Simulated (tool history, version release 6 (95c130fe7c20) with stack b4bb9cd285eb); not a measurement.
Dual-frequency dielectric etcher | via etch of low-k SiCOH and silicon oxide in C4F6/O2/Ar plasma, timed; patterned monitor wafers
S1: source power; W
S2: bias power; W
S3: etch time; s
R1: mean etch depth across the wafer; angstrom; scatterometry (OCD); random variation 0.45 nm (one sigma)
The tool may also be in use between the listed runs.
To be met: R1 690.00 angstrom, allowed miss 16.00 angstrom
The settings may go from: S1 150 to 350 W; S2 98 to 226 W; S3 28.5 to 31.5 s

Run 1, day 0.000: S1 250 W, S2 162 W, S3 31.5 s. Result: R1 579.24 angstrom.
Run 2, day 0.312: S1 210 W, S2 162 W, S3 31.5 s. Result: R1 554.65 angstrom.
Run 3, day 0.596: S1 230 W, S2 169 W, S3 31.5 s. Result: R1 573.23 angstrom.
Run 4, day 0.700: S1 230 W, S2 188 W, S3 31.5 s. Result: R1 609.72 angstrom.
Run 5, day 1.071: S1 230 W, S2 188 W, S3 28.5 s. Result: R1 546.73 angstrom.
Run 6, day 1.200: S1 230 W, S2 188 W, S3 31.5 s. Result: R1 605.89 angstrom.
Run 7, day 1.425: S1 240 W, S2 191 W, S3 31.5 s. Result: R1 614.67 angstrom.
Run 8, day 1.729: S1 250 W, S2 193 W, S3 31.5 s. Result: R1 634.42 angstrom.
Run 9, day 2.104: S1 260 W, S2 194 W, S3 31.5 s. Result: R1 638.60 angstrom.
Run 10, day 2.158: S1 270 W, S2 195 W, S3 31.5 s. Result: R1 649.33 angstrom.
Run 11, day 2.275: S1 270 W, S2 196 W, S3 31.5 s. Result: R1 657.27 angstrom.
Run 12, day 2.429: S1 270 W, S2 197 W, S3 31.5 s. Result: R1 653.07 angstrom.
Run 13, day 2.750: S1 270 W, S2 198 W, S3 31.5 s. Result: R1 652.79 angstrom.
Run 14, day 2.888: S1 270 W, S2 199 W, S3 31.5 s. Result: R1 654.82 angstrom.
Run 15, day 2.983: S1 270 W, S2 199 W, S3 31.5 s. Result: R1 655.00 angstrom.
Run 16, day 3.288: S1 270 W, S2 200 W, S3 31.5 s. Result: R1 665.36 angstrom.
Run 17, day 3.588: S1 280 W, S2 202 W, S3 31.5 s. Result: R1 666.58 angstrom.
Run 18, day 3.929: S1 280 W, S2 203 W, S3 31.5 s. Result: R1 664.99 angstrom.

Which of these 4 next moves meets every target?
Run A, day 4.271: S1 290 W, S2 214 W, S3 29.5 s. Result: R1 ?.
Run B, day 4.271: S1 330 W, S2 181 W, S3 31.0 s. Result: R1 ?.
Run C, day 4.271: S1 250 W, S2 206 W, S3 31.5 s. Result: R1 ?.
Run D, day 4.271: S1 270 W, S2 222 W, S3 31.5 s. Result: R1 ?.

move      R1
   A  652.96
   B  669.03
   C  652.59
   D  691.12
A: further off than the last run
B: nearer than the last run, and not there yet
C: further off than the last run
D: meets every target
Answer: D
